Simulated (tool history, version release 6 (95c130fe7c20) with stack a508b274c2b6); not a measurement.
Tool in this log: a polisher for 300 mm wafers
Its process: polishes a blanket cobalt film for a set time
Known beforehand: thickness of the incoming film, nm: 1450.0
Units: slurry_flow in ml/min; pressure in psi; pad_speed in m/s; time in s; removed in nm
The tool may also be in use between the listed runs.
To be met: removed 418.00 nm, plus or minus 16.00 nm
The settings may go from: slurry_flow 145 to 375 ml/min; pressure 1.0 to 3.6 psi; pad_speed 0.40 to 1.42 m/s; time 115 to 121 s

| run | day | slurry_flow | pressure | pad_speed | time | removed |
|---|---|---|---|---|---|---|
| 1 | 0.000 | 240 | 2.3 | 0.90 | 115 | 570.30 |
| 2 | 0.025 | 240 | 2.1 | 0.90 | 115 | 547.61 |
| 3 | 0.296 | 240 | 2.1 | 0.90 | 115 | 542.10 |
| 4 | 0.433 | 240 | 1.9 | 0.90 | 115 | 494.85 |
| 5 | 0.679 | 240 | 1.8 | 0.90 | 115 | 486.10 |
| 6 | 0.779 | 240 | 1.7 | 0.90 | 115 | 475.36 |
| 7 | 0.938 | 240 | 1.6 | 0.90 | 115 | 452.42 |
| 8 | 1.012 | 240 | 1.5 | 0.90 | 115 | 454.03 |

Below are 4 possible settings for the next run. Only one of them brings all results inside the allowed miss of their targets. Which is it?
| A | 1.088 | 210 | 1.6 | 0.78 | 115 | ? |
| B | 1.088 | 250 | 1.6 | 0.84 | 121 | ? |
| C | 1.088 | 230 | 1.4 | 1.02 | 121 | ? |
| D | 1.088 | 300 | 1.2 | 0.94 | 115 | ? |

| move | removed |
|---|---|
| A | 393.08 |
| B | 454.46 |
| C | 505.49 |
| D | 423.01 |
A: moves the result that the last run missed by most past its target, out the other side
B: roughly where the last run was
C: misses by more than the last run did
D: each result inside its tolerance
Correct choice: D, which meets every target
